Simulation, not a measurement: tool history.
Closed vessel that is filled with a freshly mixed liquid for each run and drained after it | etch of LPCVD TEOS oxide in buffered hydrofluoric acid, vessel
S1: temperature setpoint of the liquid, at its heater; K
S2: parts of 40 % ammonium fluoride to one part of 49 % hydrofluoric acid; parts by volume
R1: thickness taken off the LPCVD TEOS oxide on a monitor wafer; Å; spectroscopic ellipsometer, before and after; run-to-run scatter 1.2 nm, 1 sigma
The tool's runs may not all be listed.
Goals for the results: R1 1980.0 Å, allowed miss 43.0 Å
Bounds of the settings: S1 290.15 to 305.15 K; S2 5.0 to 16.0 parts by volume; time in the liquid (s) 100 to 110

{"run": 1, "hour": 0.0, "S1": 297.15, "S2": 9.5, "time in the liquid (s)": 100, "R1": 2517.6}
{"run": 2, "hour": 3.1, "S1": 297.15, "S2": 9.5, "time in the liquid (s)": 110, "R1": 2763.0}
{"run": 3, "hour": 6.5, "S1": 296.65, "S2": 9.5, "time in the liquid (s)": 110, "R1": 2673.7}
{"run": 4, "hour": 7.4, "S1": 296.15, "S2": 9.5, "time in the liquid (s)": 110, "R1": 2592.1}
{"run": 5, "hour": 14.2, "S1": 297.65, "S2": 9.5, "time in the liquid (s)": 110, "R1": 2807.3}
{"run": 6, "hour": 17.4, "S1": 297.15, "S2": 9.5, "time in the liquid (s)": 110, "R1": 2762.6}
{"run": 7, "hour": 18.2, "S1": 297.15, "S2": 9.5, "time in the liquid (s)": 110, "R1": 2753.0}
{"run": 8, "hour": 26.5, "S1": 296.65, "S2": 9.5, "time in the liquid (s)": 110, "R1": 2683.0}
{"run": 9, "hour": 29.0, "S1": 296.15, "S2": 9.5, "time in the liquid (s)": 110, "R1": 2627.6}
{"run": 10, "hour": 37.0, "S1": 295.65, "S2": 9.5, "time in the liquid (s)": 110, "R1": 2518.1}
{"run": 11, "hour": 42.9, "S1": 295.15, "S2": 9.5, "time in the liquid (s)": 110, "R1": 2485.9}
{"run": 12, "hour": 50.6, "S1": 294.65, "S2": 9.5, "time in the liquid (s)": 110, "R1": 2417.0}
{"run": 13, "hour": 59.3, "S1": 290.65, "S2": 9.5, "time in the liquid (s)": 110, "R1": 1909.9}

Exercise: of the 4 proposed moves below, exactly one satisfies all targets within the stated allowed misses. Which move is it?
{"run": "A", "hour": 68.0, "S1": 290.65, "S2": 10.0, "time in the liquid (s)": 110, "R1": "?"}
{"run": "B", "hour": 68.0, "S1": 290.15, "S2": 9.5, "time in the liquid (s)": 110, "R1": "?"}
{"run": "C", "hour": 68.0, "S1": 292.15, "S2": 9.0, "time in the liquid (s)": 100, "R1": "?"}
{"run": "D", "hour": 68.0, "S1": 291.15, "S2": 10.5, "time in the liquid (s)": 110, "R1": "?"}

move=A R1=1858.9
move=B R1=1866.1
move=C R1=1966.0
move=D R1=1823.7
A: further off than the last run
B: further off than the last run
C: meets every target
D: further off than the last run
The right move is C.
